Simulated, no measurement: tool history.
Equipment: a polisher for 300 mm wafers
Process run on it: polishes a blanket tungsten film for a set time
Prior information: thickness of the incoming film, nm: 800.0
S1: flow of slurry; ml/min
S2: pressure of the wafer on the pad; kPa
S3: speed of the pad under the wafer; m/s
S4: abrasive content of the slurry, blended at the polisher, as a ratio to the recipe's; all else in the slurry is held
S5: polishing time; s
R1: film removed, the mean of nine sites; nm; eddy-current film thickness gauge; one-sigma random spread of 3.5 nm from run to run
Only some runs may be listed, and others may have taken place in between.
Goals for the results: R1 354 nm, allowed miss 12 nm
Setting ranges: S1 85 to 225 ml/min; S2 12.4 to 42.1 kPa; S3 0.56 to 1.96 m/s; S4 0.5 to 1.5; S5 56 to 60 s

run 1 hour=0 | S1=145 S2=26.9 S3=1.26 S4=1 S5=56 | R1=280.65
run 2 hour=6 | S1=150 S2=27.6 S3=1.26 S4=1 S5=56 | R1=287.92
run 3 hour=12.4 | S1=120 S2=27.6 S3=1.26 S4=1 S5=56 | R1=278.17
run 4 hour=17.1 | S1=120 S2=21.4 S3=1.26 S4=1 S5=56 | R1=229.01
run 5 hour=21.9 | S1=120 S2=21.4 S3=1.26 S4=1.2 S5=56 | R1=229.87
run 6 hour=22.8 | S1=120 S2=21.4 S3=1.26 S4=1.2 S5=60 | R1=248.7
run 7 hour=31.7 | S1=125 S2=22.8 S3=1.26 S4=1.2 S5=60 | R1=265.56
run 8 hour=32.3 | S1=130 S2=24.1 S3=1.26 S4=1.2 S5=60 | R1=281.56
run 9 hour=36.6 | S1=135 S2=24.8 S3=1.26 S4=1.2 S5=60 | R1=289.55
run 10 hour=39.7 | S1=140 S2=25.5 S3=1.26 S4=1.2 S5=60 | R1=300.36

Exercise: of the 4 proposed moves below, exactly one satisfies all targets within the stated allowed misses. Which move is it?
run A hour=42.8 | S1=135 S2=27.6 S3=1.44 S4=1.2 S5=60 | R1=?
run B hour=42.8 | S1=160 S2=26.9 S3=1.02 S4=1.1 S5=57 | R1=?
run C hour=42.8 | S1=110 S2=22.1 S3=1.38 S4=1.35 S5=58 | R1=?
run D hour=42.8 | S1=85 S2=22.8 S3=1.36 S4=0.95 S5=56 | R1=?

move=A R1=356.07
move=B R1=255.6
move=C R1=275.58
move=D R1=237.71
A: hits every target within its allowed miss
B: lands further from the targets than the last run did
C: lands further from the targets than the last run did
D: lands further from the targets than the last run did
The right move is A.
